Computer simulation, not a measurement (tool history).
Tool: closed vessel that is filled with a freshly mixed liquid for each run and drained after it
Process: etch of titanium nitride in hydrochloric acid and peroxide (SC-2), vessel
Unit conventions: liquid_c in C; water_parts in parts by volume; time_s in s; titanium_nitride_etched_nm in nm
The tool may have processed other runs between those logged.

run	hour	liquid_c	water_parts	time_s	titanium_nitride_etched_nm
1	0	57	10	215	11.251
2	6.9	56	10	215	10.759
3	10.8	55	10	215	10.118
4	16.5	55	10	215	9.8365
5	19.3	55	13	215	8.0228
6	26.1	59.5	13	215	10.837
7	29.9	59.5	13	215	10.716

What will run 8 give?
8	37.5	58.5	13	215	?

{"run 8": {"titanium_nitride_etched_nm": 10.059}}
